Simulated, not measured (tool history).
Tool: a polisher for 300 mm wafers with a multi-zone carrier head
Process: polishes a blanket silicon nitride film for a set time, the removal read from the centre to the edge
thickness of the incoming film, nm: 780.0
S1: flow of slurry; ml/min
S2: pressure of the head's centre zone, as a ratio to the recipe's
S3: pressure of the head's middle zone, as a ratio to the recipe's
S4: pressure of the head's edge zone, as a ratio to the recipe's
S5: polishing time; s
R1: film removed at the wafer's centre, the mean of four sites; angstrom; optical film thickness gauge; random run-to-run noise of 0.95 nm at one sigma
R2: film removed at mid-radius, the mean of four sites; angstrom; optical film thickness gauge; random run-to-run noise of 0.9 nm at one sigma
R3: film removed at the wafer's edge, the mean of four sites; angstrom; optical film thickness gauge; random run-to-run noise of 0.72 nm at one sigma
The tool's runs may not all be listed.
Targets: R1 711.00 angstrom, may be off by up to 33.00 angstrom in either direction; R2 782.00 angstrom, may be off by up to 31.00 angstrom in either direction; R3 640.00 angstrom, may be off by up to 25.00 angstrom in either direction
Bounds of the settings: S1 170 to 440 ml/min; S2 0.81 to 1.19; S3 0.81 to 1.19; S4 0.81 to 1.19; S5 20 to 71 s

{"run": 1, "hour": 0.0, "S1": 280, "S2": 1.0, "S3": 1.0, "S4": 1.0, "S5": 45, "R1": 1012.1, "R2": 1027.0, "R3": 1029.3}
{"run": 2, "hour": 6.3, "S1": 220, "S2": 1.0, "S3": 1.0, "S4": 1.0, "S5": 45, "R1": 1001.3, "R2": 998.17, "R3": 1004.1}
{"run": 3, "hour": 13.6, "S1": 215, "S2": 1.0, "S3": 1.04, "S4": 0.95, "S5": 40, "R1": 873.11, "R2": 927.42, "R3": 876.16}
{"run": 4, "hour": 14.6, "S1": 215, "S2": 1.06, "S3": 1.04, "S4": 0.95, "S5": 40, "R1": 935.07, "R2": 916.24, "R3": 871.05}
{"run": 5, "hour": 21.3, "S1": 215, "S2": 1.06, "S3": 0.98, "S4": 0.95, "S5": 40, "R1": 950.09, "R2": 862.44, "R3": 874.53}
{"run": 6, "hour": 21.9, "S1": 280, "S2": 1.06, "S3": 0.98, "S4": 0.95, "S5": 40, "R1": 957.95, "R2": 885.74, "R3": 896.85}
{"run": 7, "hour": 23.1, "S1": 270, "S2": 1.06, "S3": 1.02, "S4": 0.91, "S5": 37, "R1": 868.66, "R2": 854.36, "R3": 803.78}
{"run": 8, "hour": 24.2, "S1": 270, "S2": 1.06, "S3": 1.04, "S4": 0.88, "S5": 35, "R1": 843.75, "R2": 812.93, "R3": 752.41}
{"run": 9, "hour": 29.4, "S1": 270, "S2": 1.05, "S3": 1.07, "S4": 0.86, "S5": 34, "R1": 775.61, "R2": 822.5, "R3": 727.82}
{"run": 10, "hour": 36.1, "S1": 270, "S2": 1.06, "S3": 1.09, "S4": 0.84, "S5": 33, "R1": 775.17, "R2": 804.69, "R3": 693.96}

Next run, 4 choices. One meets every target within its allowed miss, the rest don't. Which?
{"run": "A", "hour": 42.8, "S1": 325, "S2": 0.9, "S3": 1.07, "S4": 1.02, "S5": 32, "R1": "?", "R2": "?", "R3": "?"}
{"run": "B", "hour": 42.8, "S1": 285, "S2": 0.88, "S3": 1.02, "S4": 0.9, "S5": 34, "R1": "?", "R2": "?", "R3": "?"}
{"run": "C", "hour": 42.8, "S1": 325, "S2": 1.04, "S3": 1.07, "S4": 0.87, "S5": 33, "R1": "?", "R2": "?", "R3": "?"}
{"run": "D", "hour": 42.8, "S1": 220, "S2": 1.04, "S3": 1.15, "S4": 0.83, "S5": 31, "R1": "?", "R2": "?", "R3": "?"}

move=A R1=669.42 R2=784.96 R3=743.51
move=B R1=690.58 R2=793.23 R3=739.55
move=C R1=778.63 R2=809.16 R3=711.60
move=D R1=707.52 R2=784.23 R3=638.81
A: the biggest miss grows against the last run
B: the biggest miss grows against the last run
C: the biggest miss grows against the last run
D: each result inside its tolerance
D is the move that brings every result within its allowed miss.
